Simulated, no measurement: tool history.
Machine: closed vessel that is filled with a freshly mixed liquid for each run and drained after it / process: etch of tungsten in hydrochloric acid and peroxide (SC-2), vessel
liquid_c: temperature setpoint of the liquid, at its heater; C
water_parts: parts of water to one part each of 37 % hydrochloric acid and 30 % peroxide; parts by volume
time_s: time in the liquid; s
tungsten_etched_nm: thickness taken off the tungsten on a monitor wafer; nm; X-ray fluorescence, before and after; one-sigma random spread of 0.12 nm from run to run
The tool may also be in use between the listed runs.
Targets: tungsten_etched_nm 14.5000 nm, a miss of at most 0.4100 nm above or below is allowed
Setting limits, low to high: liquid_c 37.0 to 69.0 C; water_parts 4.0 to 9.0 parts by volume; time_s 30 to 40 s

Run 1, hour 0.0: liquid_c 53.0 C, water_parts 5.0 parts by volume, time_s 40 s. Result: tungsten_etched_nm 10.0430 nm.
Run 2, hour 5.3: liquid_c 55.0 C, water_parts 5.0 parts by volume, time_s 40 s. Result: tungsten_etched_nm 11.5320 nm.
Run 3, hour 7.9: liquid_c 55.0 C, water_parts 5.0 parts by volume, time_s 40 s. Result: tungsten_etched_nm 11.5270 nm.
Run 4, hour 9.8: liquid_c 55.0 C, water_parts 5.0 parts by volume, time_s 30 s. Result: tungsten_etched_nm 8.5617 nm.
Run 5, hour 11.9: liquid_c 49.0 C, water_parts 5.0 parts by volume, time_s 30 s. Result: tungsten_etched_nm 5.7411 nm.
Run 6, hour 16.8: liquid_c 46.0 C, water_parts 5.0 parts by volume, time_s 30 s. Result: tungsten_etched_nm 4.7209 nm.
At hour 23.7: new drum of peroxide connected.
Run 7, hour 23.7: liquid_c 50.5 C, water_parts 5.0 parts by volume, time_s 30 s. Result: tungsten_etched_nm 6.5966 nm.
Run 8, hour 29.1: liquid_c 54.0 C, water_parts 5.0 parts by volume, time_s 30 s. Result: tungsten_etched_nm 8.2496 nm.

Which one of the following 4 next-run settings gets every result inside its allowed miss? There is exactly one.
Run A, hour 34.5: liquid_c 59.0 C, water_parts 4.5 parts by volume, time_s 35 s. Result: tungsten_etched_nm ?.
Run B, hour 34.5: liquid_c 58.0 C, water_parts 4.5 parts by volume, time_s 40 s. Result: tungsten_etched_nm ?.
Run C, hour 34.5: liquid_c 40.5 C, water_parts 5.5 parts by volume, time_s 35 s. Result: tungsten_etched_nm ?.
Run D, hour 34.5: liquid_c 57.0 C, water_parts 4.0 parts by volume, time_s 40 s. Result: tungsten_etched_nm ?.

move  tungsten_etched_nm
   A             14.3620
   B             15.4070
   C              3.6149
   D             15.6610
A: each result inside its tolerance
B: the result that was furthest off in the last run now lies on the other side of its target
C: misses by more than the last run did
D: the result that was furthest off in the last run now lies on the other side of its target
Go with A: it meets all targets.
